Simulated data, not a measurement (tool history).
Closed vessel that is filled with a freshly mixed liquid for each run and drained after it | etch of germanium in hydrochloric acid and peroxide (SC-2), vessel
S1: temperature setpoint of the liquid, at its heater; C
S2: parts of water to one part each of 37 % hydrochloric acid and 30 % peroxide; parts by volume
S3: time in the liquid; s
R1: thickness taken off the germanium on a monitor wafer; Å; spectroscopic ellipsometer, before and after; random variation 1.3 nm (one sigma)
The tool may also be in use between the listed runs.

{"run": 1, "hour": 0.0, "S1": 64, "S2": 7.5, "S3": 105, "R1": 2605.8}
{"run": 2, "hour": 8.8, "S1": 64, "S2": 7.5, "S3": 105, "R1": 2601.8}
{"run": 3, "hour": 10.3, "S1": 64, "S2": 7.5, "S3": 105, "R1": 2597.3}
{"run": 4, "hour": 16.5, "S1": 64, "S2": 7.5, "S3": 105, "R1": 2588.7}
{"run": 5, "hour": 18.1, "S1": 63, "S2": 7.5, "S3": 105, "R1": 2528.4}
{"run": 6, "hour": 20.8, "S1": 68, "S2": 7.5, "S3": 105, "R1": 2918.3}
{"run": 7, "hour": 23.6, "S1": 66.5, "S2": 7.5, "S3": 105, "R1": 2790.3}
{"run": 8, "hour": 30.2, "S1": 65, "S2": 7.5, "S3": 105, "R1": 2670.5}
{"run": 9, "hour": 38.4, "S1": 64, "S2": 7.5, "S3": 105, "R1": 2590.1}
{"run": 10, "hour": 43.0, "S1": 63, "S2": 7.5, "S3": 105, "R1": 2538.1}

The next listed run, before its measurement:
{"run": 11, "hour": 49.5, "S1": 62, "S2": 7.5, "S3": 105, "R1": "?"}

{"run 11": {"R1": 2466.8}}
